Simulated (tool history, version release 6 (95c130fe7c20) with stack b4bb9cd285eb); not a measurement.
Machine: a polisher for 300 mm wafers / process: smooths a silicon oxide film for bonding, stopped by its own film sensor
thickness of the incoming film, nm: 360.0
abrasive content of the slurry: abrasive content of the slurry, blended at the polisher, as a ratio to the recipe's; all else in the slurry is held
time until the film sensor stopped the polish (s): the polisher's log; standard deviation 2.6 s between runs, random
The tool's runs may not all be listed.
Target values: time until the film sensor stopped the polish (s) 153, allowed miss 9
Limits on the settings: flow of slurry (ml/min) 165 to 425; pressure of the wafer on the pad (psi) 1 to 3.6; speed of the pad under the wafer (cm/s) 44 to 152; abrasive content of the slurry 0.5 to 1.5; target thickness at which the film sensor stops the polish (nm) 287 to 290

run  hour  flow of slurry (ml/min)  pressure of the wafer on the pad (psi)  speed of the pad under the wafer (cm/s)  abrasive content of the slurry  target thickness at which the film sensor stops the polish (nm)  time until the film sensor stopped the polish (s)
  1     0                      275                                     2.3                                       98                               1                                                              290                                              109.1
  2   7.1                      275                                     2.3                                       84                               1                                                              290                                             124.53
  3  15.7                      275                                     2.3                                       84                               1                                                              290                                             124.43
  4  20.1                      320                                     2.3                                       84                               1                                                              290                                             122.93
  5  22.4                      320                                     2.2                                       84                               1                                                              290                                             130.09
  6  27.5                      320                                     2.2                                       84                               1                                                              287                                             133.55
  7  36.6                      320                                     2.2                                       84                               1                                                              287                                              132.3
  8    41                      320                                     2.1                                       84                               1                                                              287                                              140.2

Which one of the following 5 next-run settings gets every result inside its allowed miss? There is exactly one.
  A  45.4                      270                                     2.2                                       86                            0.95                                                              287                                                  ?
  B  45.4                      315                                     1.9                                       96                             0.9                                                              290                                                  ?
  C  45.4                      265                                     1.9                                       80                            1.15                                                              288                                                  ?
  D  45.4                      345                                     1.7                                      104                               1                                                              290                                                  ?
  E  45.4                      325                                     2.5                                       64                             1.2                                                              290                                                  ?

move  time until the film sensor stopped the polish (s)
   A                                              133.5
   B                                             136.96
   C                                             149.04
   D                                             136.14
   E                                             129.13
A: moves away from the targets compared with the last run
B: moves away from the targets compared with the last run
C: hits every target within its allowed miss
D: moves away from the targets compared with the last run
E: moves away from the targets compared with the last run
Answer: C

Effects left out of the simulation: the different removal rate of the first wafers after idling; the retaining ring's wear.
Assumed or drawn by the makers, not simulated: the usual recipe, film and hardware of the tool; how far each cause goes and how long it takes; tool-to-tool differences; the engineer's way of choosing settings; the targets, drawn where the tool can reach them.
